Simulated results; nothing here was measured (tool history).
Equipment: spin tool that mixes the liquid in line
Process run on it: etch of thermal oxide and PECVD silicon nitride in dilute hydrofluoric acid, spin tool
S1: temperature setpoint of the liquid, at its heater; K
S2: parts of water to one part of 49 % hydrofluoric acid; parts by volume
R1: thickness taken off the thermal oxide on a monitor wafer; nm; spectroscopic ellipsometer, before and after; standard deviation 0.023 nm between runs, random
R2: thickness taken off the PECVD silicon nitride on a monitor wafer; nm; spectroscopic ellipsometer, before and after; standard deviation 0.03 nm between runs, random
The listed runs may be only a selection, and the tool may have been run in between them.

{"run": 1, "hour": 0.0, "S1": 294.15, "S2": 150, "time under the liquid (s)": 180, "R1": 4.0377, "R2": 3.9298}
{"run": 2, "hour": 8.5, "S1": 294.15, "S2": 185, "time under the liquid (s)": 180, "R1": 3.1278, "R2": 3.2569}
{"run": 3, "hour": 15.6, "S1": 294.15, "S2": 185, "time under the liquid (s)": 155, "R1": 2.7031, "R2": 2.7679}
{"run": 4, "hour": 24.1, "S1": 294.65, "S2": 160, "time under the liquid (s)": 145, "R1": 3.0624, "R2": 3.1168}
{"run": 5, "hour": 28.3, "S1": 294.65, "S2": 190, "time under the liquid (s)": 145, "R1": 2.5136, "R2": 2.6037}
{"run": 6, "hour": 32.2, "S1": 294.65, "S2": 165, "time under the liquid (s)": 145, "R1": 2.9554, "R2": 2.9458}
{"run": 7, "hour": 36.2, "S1": 295.15, "S2": 145, "time under the liquid (s)": 140, "R1": 3.391, "R2": 3.3806}
{"run": 8, "hour": 39.4, "S1": 295.15, "S2": 130, "time under the liquid (s)": 135, "R1": 3.7218, "R2": 3.6792}
{"run": 9, "hour": 43.2, "S1": 295.15, "S2": 115, "time under the liquid (s)": 130, "R1": 4.0911, "R2": 3.9584}

For run 10, what comes out?
{"run": 10, "hour": 47.9, "S1": 295.15, "S2": 105, "time under the liquid (s)": 130, "R1": "?", "R2": "?"}

Run 10 measured R1 4.5442 nm, R2 4.3804 nm.
